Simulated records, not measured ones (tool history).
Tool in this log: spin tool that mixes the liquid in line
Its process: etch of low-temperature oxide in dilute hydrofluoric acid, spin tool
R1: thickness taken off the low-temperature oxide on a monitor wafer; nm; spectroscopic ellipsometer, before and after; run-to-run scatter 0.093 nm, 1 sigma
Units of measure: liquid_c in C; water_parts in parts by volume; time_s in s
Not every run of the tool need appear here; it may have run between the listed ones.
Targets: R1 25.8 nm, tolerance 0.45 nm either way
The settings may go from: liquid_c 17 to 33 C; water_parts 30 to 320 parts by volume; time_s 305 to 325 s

run 1 hour=0 | liquid_c=25 water_parts=175 time_s=305 | R1=30.709
run 2 hour=0.9 | liquid_c=25 water_parts=175 time_s=305 | R1=30.557
run 3 hour=3.5 | liquid_c=25 water_parts=175 time_s=305 | R1=30.54
run 4 hour=6.3 | liquid_c=24 water_parts=175 time_s=305 | R1=29.468
-- hour=13.7 hydrofluoric acid flow meter replaced
run 5 hour=13.7 | liquid_c=24 water_parts=225 time_s=305 | R1=23.923
run 6 hour=19.9 | liquid_c=24.5 water_parts=225 time_s=305 | R1=24.219
run 7 hour=24.8 | liquid_c=25 water_parts=225 time_s=305 | R1=24.727
run 8 hour=31 | liquid_c=25.5 water_parts=225 time_s=305 | R1=25.17

Exactly one of the 5 candidate moves below puts every result within its allowed miss. Which one?
run A hour=37.2 | liquid_c=29 water_parts=255 time_s=325 | R1=?
run B hour=37.2 | liquid_c=24 water_parts=205 time_s=310 | R1=?
run C hour=37.2 | liquid_c=27.5 water_parts=245 time_s=310 | R1=?
run D hour=37.2 | liquid_c=28 water_parts=255 time_s=325 | R1=?
run E hour=37.2 | liquid_c=25 water_parts=220 time_s=325 | R1=?

move=A R1=25.794
move=B R1=27.113
move=C R1=24.607
move=D R1=24.936
move=E R1=27.032
A: hits every target within its allowed miss
B: takes the biggest miss from the last run beyond its target
C: misses by more than the last run did
D: misses by more than the last run did
E: takes the biggest miss from the last run beyond its target
So the answer is move A, the one that meets all the targets.
